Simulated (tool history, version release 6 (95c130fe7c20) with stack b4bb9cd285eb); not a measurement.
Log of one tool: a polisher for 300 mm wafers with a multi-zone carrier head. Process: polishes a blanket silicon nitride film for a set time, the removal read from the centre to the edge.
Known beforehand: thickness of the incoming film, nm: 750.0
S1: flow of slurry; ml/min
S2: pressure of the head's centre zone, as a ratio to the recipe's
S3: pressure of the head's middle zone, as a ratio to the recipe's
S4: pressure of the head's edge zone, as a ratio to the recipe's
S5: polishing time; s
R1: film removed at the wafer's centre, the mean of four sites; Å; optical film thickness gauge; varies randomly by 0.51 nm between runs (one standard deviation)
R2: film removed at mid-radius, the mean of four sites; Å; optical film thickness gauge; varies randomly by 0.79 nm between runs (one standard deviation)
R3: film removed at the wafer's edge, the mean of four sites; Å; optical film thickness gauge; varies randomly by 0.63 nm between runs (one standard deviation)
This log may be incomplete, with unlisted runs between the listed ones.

run 1 day=0.000 | S1=200 S2=1.00 S3=1.00 S4=1.00 S5=34 | R1=849.93 R2=863.24 R3=838.91
run 2 day=0.267 | S1=200 S2=1.00 S3=1.00 S4=1.00 S5=38 | R1=943.51 R2=960.17 R3=945.51
run 3 day=0.583 | S1=195 S2=0.98 S3=0.98 S4=0.98 S5=37 | R1=903.00 R2=921.83 R3=918.62
run 4 day=0.625 | S1=195 S2=0.98 S3=0.98 S4=0.90 S5=37 | R1=901.66 R2=914.48 R3=859.86
run 5 day=0.846 | S1=145 S2=0.98 S3=0.98 S4=0.90 S5=37 | R1=843.50 R2=856.01 R3=838.50
run 6 day=1.121 | S1=125 S2=0.98 S3=0.98 S4=0.90 S5=37 | R1=815.12 R2=830.77 R3=809.80
run 7 day=1.488 | S1=125 S2=0.96 S3=0.97 S4=0.89 S5=36 | R1=762.98 R2=796.70 R3=781.86
run 8 day=1.625 | S1=125 S2=0.95 S3=0.96 S4=0.88 S5=36 | R1=769.62 R2=793.97 R3=793.22
run 9 day=1.796 | S1=125 S2=0.94 S3=0.96 S4=0.88 S5=35 | R1=727.39 R2=769.15 R3=755.82
run 10 day=2.142 | S1=125 S2=0.93 S3=0.95 S4=0.87 S5=35 | R1=732.05 R2=757.63 R3=761.63

Run 11 comes next. What will it give?
run 11 day=2.346 | S1=125 S2=0.92 S3=0.95 S4=0.87 S5=35 | R1=? R2=? R3=?

R1: 722.78 Å
R2: 762.84 Å
R3: 761.43 Å
